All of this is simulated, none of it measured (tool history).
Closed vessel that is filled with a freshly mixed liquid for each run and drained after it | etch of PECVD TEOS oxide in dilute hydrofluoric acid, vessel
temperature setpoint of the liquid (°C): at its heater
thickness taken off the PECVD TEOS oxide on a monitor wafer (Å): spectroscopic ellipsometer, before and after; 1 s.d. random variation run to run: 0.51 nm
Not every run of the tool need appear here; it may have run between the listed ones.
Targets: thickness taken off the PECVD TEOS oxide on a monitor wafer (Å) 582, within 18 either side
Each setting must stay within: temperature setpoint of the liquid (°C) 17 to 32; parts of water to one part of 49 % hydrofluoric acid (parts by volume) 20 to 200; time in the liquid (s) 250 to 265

run    day  temperature setpoint of the liquid (°C)  parts of water to one part of 49 % hydrofluoric acid (parts by volume)  time in the liquid (s)  thickness taken off the PECVD TEOS oxide on a monitor wafer (Å)
  1      0                                       24                                                                     110                     250                                                           495.94
  2  0.208                                       25                                                                     110                     250                                                           522.31
  3  0.562                                     23.5                                                                     110                     250                                                           485.55
  4    0.7                                     23.5                                                                     110                     265                                                           513.91
  5  0.767                                     23.5                                                                     130                     265                                                           427.71
  6  1.017                                       26                                                                     130                     265                                                           464.79
  7  1.196                                     27.5                                                                     130                     265                                                           493.79
  8  1.229                                     28.5                                                                     130                     265                                                           516.23
  9  1.496                                       29                                                                     130                     265                                                           516.63
 10  1.683                                     29.5                                                                     130                     265                                                           534.29
 11  1.804                                       30                                                                     130                     265                                                           532.74
 12  2.175                                     30.5                                                                     130                     265                                                           558.89
 13  2.479                                       31                                                                     130                     265                                                           554.11

Of the 5 settings listed for the next run, only one would bring every result within its allowed miss of target. Which one?
  A  2.783                                       28                                                                     120                     265                                                                ?
  B  2.783                                     27.5                                                                     115                     250                                                                ?
  C  2.783                                     29.5                                                                     130                     265                                                                ?
  D  2.783                                     30.5                                                                     125                     265                                                                ?
  E  2.783                                     31.5                                                                     130                     250                                                                ?

move  thickness taken off the PECVD TEOS oxide on a monitor wafer (Å)
   A                                                           547.43
   B                                                           532.29
   C                                                           527.27
   D                                                           572.68
   E                                                           534.95
A: the biggest miss grows against the last run
B: the biggest miss grows against the last run
C: the biggest miss grows against the last run
D: hits every target within its allowed miss
E: the biggest miss grows against the last run
Answer: D
